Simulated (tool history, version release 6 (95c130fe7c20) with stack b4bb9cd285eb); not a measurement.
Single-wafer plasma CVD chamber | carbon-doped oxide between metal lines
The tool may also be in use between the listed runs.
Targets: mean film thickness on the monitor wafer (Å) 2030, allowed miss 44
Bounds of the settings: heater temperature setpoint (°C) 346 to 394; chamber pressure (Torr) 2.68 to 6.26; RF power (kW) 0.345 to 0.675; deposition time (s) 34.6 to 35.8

run  hour  heater temperature setpoint (°C)  chamber pressure (Torr)  RF power (kW)  deposition time (s)  mean film thickness on the monitor wafer (Å)
  1     0                               370                     4.47           0.51                 34.6                                        1637.7
  2   3.1                               370                     3.93           0.51                 34.6                                          1593
  3   6.4                               370                     3.93           0.51                 34.6                                        1593.9
  4  11.5                               370                     3.93           0.45                 34.6                                        1398.1
  5  14.6                               370                     3.93           0.51                 34.6                                        1593.4
     18.7  -- capacitance manometer re-zeroed and calibrated
  6  18.7                               370                     3.93          0.465                 34.6                                        1440.2
  7  27.5                               369                     4.41          0.495                 34.7                                        1576.2
  8  30.6                               369                     4.65           0.52                 34.8                                        1673.5
  9  38.8                               369                     4.83           0.54                 34.9                                        1753.3
 10  42.4                               369                     5.03          0.555                 34.9                                        1801.1
 11    46                               364                     5.92          0.625                 35.1                                        2090.8
 12  49.6                               364                     5.83          0.625                 35.1                                        2079.8

5 next moves are on the table. One of them brings every result within its allowed miss. Which?
  A  53.2                               369                     5.47           0.67                 35.4                                             ?
  B  53.2                               362                     5.94           0.59                 34.6                                             ?
  C  53.2                               366                      5.7          0.585                 34.9                                             ?
  D  53.2                               350                     5.28           0.62                 35.8                                             ?
  E  53.2                               366                      5.5          0.595                 35.8                                             ?

move  mean film thickness on the monitor wafer (Å)
   A                                        2180.8
   B                                        1970.9
   C                                        1945.3
   D                                        2152.4
   E                                        2014.4
A: further off than the last run
B: takes the result that was furthest off past its target
C: takes the result that was furthest off past its target
D: further off than the last run
E: meets every target
Move E is the one to make.
